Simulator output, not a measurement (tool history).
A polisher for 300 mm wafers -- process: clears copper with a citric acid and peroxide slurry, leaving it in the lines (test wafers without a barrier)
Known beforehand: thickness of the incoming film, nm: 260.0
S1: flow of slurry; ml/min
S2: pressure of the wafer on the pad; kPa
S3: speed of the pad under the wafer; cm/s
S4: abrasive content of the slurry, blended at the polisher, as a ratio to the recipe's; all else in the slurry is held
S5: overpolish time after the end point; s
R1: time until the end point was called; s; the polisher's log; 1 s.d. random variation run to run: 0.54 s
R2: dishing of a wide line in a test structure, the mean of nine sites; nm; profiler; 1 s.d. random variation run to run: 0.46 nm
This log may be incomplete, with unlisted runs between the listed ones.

run 1 hour=0 | S1=305 S2=28.3 S3=116 S4=1 S5=23 | R1=59.873 R2=41.125
run 2 hour=3 | S1=305 S2=28.3 S3=134 S4=1 S5=23 | R1=52.453 R2=42.93
run 3 hour=4 | S1=305 S2=26.9 S3=134 S4=1 S5=21 | R1=55.09 R2=40.989
run 4 hour=10.2 | S1=305 S2=26.9 S3=134 S4=1.1 S5=21 | R1=54.741 R2=41.209
run 5 hour=13.6 | S1=305 S2=26.9 S3=134 S4=0.95 S5=21 | R1=56.241 R2=41.063
run 6 hour=17.8 | S1=305 S2=21.4 S3=134 S4=0.95 S5=21 | R1=69.243 R2=36.794
run 7 hour=19.9 | S1=310 S2=24.1 S3=134 S4=0.95 S5=11 | R1=62.948 R2=26.429

Run 8 is up next; what results do you expect?
run 8 hour=27.5 | S1=310 S2=24.1 S3=134 S4=0.95 S5=12 | R1=? R2=?

R1: 61.891 s
R2: 27.741 nm
